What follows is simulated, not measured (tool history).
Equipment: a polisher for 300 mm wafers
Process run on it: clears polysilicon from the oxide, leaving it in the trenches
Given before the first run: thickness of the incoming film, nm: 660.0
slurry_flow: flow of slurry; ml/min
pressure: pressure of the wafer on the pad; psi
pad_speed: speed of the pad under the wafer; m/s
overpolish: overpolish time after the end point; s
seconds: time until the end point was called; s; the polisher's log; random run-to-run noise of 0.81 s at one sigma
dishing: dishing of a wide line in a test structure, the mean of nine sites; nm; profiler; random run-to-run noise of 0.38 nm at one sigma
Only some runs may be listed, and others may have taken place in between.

run	hour	slurry_flow	pressure	pad_speed	overpolish	seconds	dishing
1	0	185	2.9	1.26	17	29.785	41.748
2	1.6	180	2.5	1.12	14	38.487	42.666
3	10.5	180	2.5	1.12	11	38.243	40.539
4	16.9	135	2.5	1.12	11	40.859	41.672
5	24.6	135	2.5	0.98	11	45.695	40.062
6	29.8	130	2.4	0.88	9	53.238	39.401
7	30.8	125	2.3	0.8	8	60.873	36.519
8	38	125	2.3	0.8	8	61.502	36.025
9	44.5	170	2.1	0.74	7	67.593	32.91

Predict the results of run 10:
10	53.2	200	2	0.7	6	?	?

seconds: 73.261 s
dishing: 28.432 nm
